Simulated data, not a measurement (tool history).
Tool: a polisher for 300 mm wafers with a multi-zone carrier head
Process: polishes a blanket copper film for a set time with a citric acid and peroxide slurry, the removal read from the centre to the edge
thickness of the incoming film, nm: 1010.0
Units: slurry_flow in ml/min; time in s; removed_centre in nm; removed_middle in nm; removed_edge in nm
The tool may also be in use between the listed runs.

run,hour,slurry_flow,centre_zone,middle_zone,edge_zone,slurry_solids,time,removed_centre,removed_middle,removed_edge
1,0,320,1,1,1,1,32,100.39,99.346,91.854
2,1.2,320,1,1,1,0.85,32,95.172,96.661,89.353
3,4.2,375,1,1,1,0.85,32,97.382,97.742,90.968
4,8.4,375,1.08,1,1,0.85,32,105.9,97.351,91.04
5,9.9,375,1.08,1,1,0.85,26,82.937,79.927,73.495
6,16.5,375,1.08,1,1.06,0.85,26,83.728,79.498,74.549
7,17.7,370,1.08,0.99,1.05,0.8,25,81.428,75.421,72.027
# hour 24.1: edge zone pressure recalibrated
8,24.1,370,1.07,0.98,1.04,0.75,24,75.636,71.287,70.535
9,28.6,370,1.08,0.98,1.04,0.75,23,75.548,67.383,66.907
10,34,370,1.08,0.98,1.04,0.75,23,72.644,67.012,66.944
11,37.6,370,1.09,0.99,1.03,0.7,22,69.624,63.621,63.039
12,40.6,360,1.09,0.99,1.01,0.65,22,71.339,64.531,62.082
13,44.7,355,1.08,0.99,1,0.65,21,68.524,61.255,57.831
14,46.2,350,1.06,0.98,0.99,0.65,21,65.281,60.487,58.292

Run 15 comes next. What will it give?
15,54.8,345,1.05,0.97,0.98,0.65,21,?,?,?

Run 15 gave removed_centre 64.18 nm, removed_middle 59.978 nm, removed_edge 57.908 nm.
